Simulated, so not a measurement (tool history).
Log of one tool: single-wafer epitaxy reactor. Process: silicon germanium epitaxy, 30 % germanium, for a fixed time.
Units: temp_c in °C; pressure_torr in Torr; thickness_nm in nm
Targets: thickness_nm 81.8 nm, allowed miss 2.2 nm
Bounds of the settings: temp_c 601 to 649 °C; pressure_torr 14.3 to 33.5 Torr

run    day  temp_c  pressure_torr  thickness_nm
  1      0     625           23.9        105.96
  2  0.179     634           23.9        124.46
  3  0.296     641           23.9        139.51
  4  0.329     635           23.6        125.94
  5  0.646     642           23.6        140.52
  6  0.667     635           23.3        124.36
  7  0.754     630           23.1        113.85
  8  1.058     626           22.9        105.61
  9  1.096     623           22.8        99.914
     1.217  -- capacitance manometer re-zeroed and calibrated
 10  1.217     621           22.7         99.84
 11  1.296     609           21.6        78.891

4 next moves are on the table. One of them brings every result within its allowed miss. Which?
  A  1.375     605           22.2             ?
  B  1.375     607           20.8             ?
  C  1.375     614           21.2             ?
  D  1.375     614           19.9             ?

move  thickness_nm
   A        74.212
   B        74.207
   C        85.008
   D        82.018
A: further off than the last run
B: further off than the last run
C: takes the result that was furthest off past its target
D: meets every target
Answer: D
